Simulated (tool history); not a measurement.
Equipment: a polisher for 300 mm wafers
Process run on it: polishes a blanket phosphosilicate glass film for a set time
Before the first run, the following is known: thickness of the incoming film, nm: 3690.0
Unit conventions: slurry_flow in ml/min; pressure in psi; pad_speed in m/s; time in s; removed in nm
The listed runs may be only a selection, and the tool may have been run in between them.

run,hour,slurry_flow,pressure,pad_speed,slurry_solids,time,removed
1,0.0,235,2.6,1.24,1.0,77,636.17
2,6.1,235,2.8,1.26,1.0,77,706.13
3,13.8,235,2.5,1.26,1.0,77,622.60
4,16.7,235,2.5,1.50,1.0,77,722.25
5,24.6,235,2.5,1.74,1.0,77,810.74
6,31.1,235,2.5,1.74,1.0,77,800.46
7,37.7,235,2.5,1.74,1.0,77,786.80
8,46.5,235,2.6,1.74,1.0,77,831.58
9,52.6,235,2.7,1.74,1.0,77,852.89

Estimate the outcome of run 10 from the log above:
10,59.8,235,2.8,1.74,1.0,77,?

Run 10 produced removed 894.75 nm.
